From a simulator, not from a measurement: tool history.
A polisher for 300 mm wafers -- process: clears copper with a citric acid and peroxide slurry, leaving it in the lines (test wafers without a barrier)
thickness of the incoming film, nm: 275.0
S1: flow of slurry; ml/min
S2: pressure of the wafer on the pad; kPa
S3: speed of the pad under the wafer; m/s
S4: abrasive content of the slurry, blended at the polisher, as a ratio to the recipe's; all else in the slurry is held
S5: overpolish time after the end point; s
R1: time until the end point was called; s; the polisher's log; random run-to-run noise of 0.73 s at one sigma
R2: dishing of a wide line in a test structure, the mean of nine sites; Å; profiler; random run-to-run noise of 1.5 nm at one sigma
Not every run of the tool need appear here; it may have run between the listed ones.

run,hour,S1,S2,S3,S4,S5,R1,R2
1,0,315,23.4,1.06,1,25,105.76,386.1
2,5,315,24.8,1.06,1,28,100.22,457.98
3,12.8,270,24.8,1.06,1,28,99.893,461.01
4,17.4,270,25.5,1.06,1,29,97.86,470.69
5,22.2,270,25.5,1.06,1,34,96.681,531.15
6,27.1,270,22.1,1.06,1,34,110.76,471.15
7,32.8,270,24.1,1.06,1,34,103.34,500.26
8,34.6,270,25.5,1.06,1,35,97.584,520.58
9,36.2,270,26.2,1.06,1,36,95.18,574.22

Expected results for the next run?
10,39.2,270,26.9,1.06,1,36,?,?

{"run 10": {"R1": 92.835, "R2": 555.84}}

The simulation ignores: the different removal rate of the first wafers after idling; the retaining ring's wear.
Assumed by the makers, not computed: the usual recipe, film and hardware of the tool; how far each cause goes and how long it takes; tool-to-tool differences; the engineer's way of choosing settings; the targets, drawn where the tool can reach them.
